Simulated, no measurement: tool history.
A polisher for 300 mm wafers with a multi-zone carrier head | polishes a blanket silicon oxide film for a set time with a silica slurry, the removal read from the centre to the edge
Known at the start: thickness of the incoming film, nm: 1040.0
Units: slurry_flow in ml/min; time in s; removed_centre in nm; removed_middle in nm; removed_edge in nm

Run 1, hour 0.0: slurry_flow 280 ml/min, centre_zone 1.00, middle_zone 1.00, edge_zone 1.00, slurry_solids 1.00, time 76 s. Result: removed_centre 393.01 nm, removed_middle 397.67 nm, removed_edge 395.61 nm.
Run 2, hour 4.7: slurry_flow 280 ml/min, centre_zone 1.00, middle_zone 1.00, edge_zone 1.00, slurry_solids 1.00, time 91 s. Result: removed_centre 468.49 nm, removed_middle 472.51 nm, removed_edge 473.32 nm.
Run 3, hour 9.0: slurry_flow 280 ml/min, centre_zone 1.00, middle_zone 0.99, edge_zone 0.98, slurry_solids 0.95, time 91 s. Result: removed_centre 454.74 nm, removed_middle 451.60 nm, removed_edge 456.37 nm.
Run 4, hour 15.5: slurry_flow 280 ml/min, centre_zone 1.00, middle_zone 1.07, edge_zone 0.98, slurry_solids 0.95, time 91 s. Result: removed_centre 437.28 nm, removed_middle 476.33 nm, removed_edge 456.96 nm.
Run 5, hour 16.2: slurry_flow 310 ml/min, centre_zone 1.00, middle_zone 1.07, edge_zone 0.98, slurry_solids 0.95, time 91 s. Result: removed_centre 447.29 nm, removed_middle 490.81 nm, removed_edge 455.77 nm.
Run 6, hour 19.8: slurry_flow 310 ml/min, centre_zone 0.95, middle_zone 1.07, edge_zone 0.98, slurry_solids 0.95, time 91 s. Result: removed_centre 433.14 nm, removed_middle 484.41 nm, removed_edge 455.90 nm.
Run 7, hour 24.9: slurry_flow 310 ml/min, centre_zone 0.95, middle_zone 1.05, edge_zone 0.97, slurry_solids 0.95, time 91 s. Result: removed_centre 445.47 nm, removed_middle 466.32 nm, removed_edge 454.29 nm.
Run 8, hour 26.9: slurry_flow 310 ml/min, centre_zone 0.95, middle_zone 1.05, edge_zone 0.96, slurry_solids 0.95, time 91 s. Result: removed_centre 442.62 nm, removed_middle 479.07 nm, removed_edge 458.30 nm.
At hour 30.3: worn pad replaced by a new one.
Run 9, hour 30.3: slurry_flow 310 ml/min, centre_zone 0.96, middle_zone 1.04, edge_zone 0.95, slurry_solids 0.90, time 91 s. Result: removed_centre 459.63 nm, removed_middle 497.89 nm, removed_edge 472.70 nm.
Run 10, hour 34.1: slurry_flow 310 ml/min, centre_zone 0.98, middle_zone 1.04, edge_zone 0.98, slurry_solids 0.95, time 90 s. Result: removed_centre 474.69 nm, removed_middle 509.07 nm, removed_edge 489.05 nm.
Run 11, hour 38.1: slurry_flow 280 ml/min, centre_zone 0.97, middle_zone 0.94, edge_zone 0.88, slurry_solids 0.70, time 89 s. Result: removed_centre 380.20 nm, removed_middle 387.46 nm, removed_edge 376.86 nm.

Forecast run 12:
Run 12, hour 42.6: slurry_flow 280 ml/min, centre_zone 0.98, middle_zone 0.93, edge_zone 0.88, slurry_solids 0.70, time 89 s. Result: removed_centre ?, removed_middle ?, removed_edge ?.

removed_centre: 394.44 nm
removed_middle: 385.15 nm
removed_edge: 375.75 nm
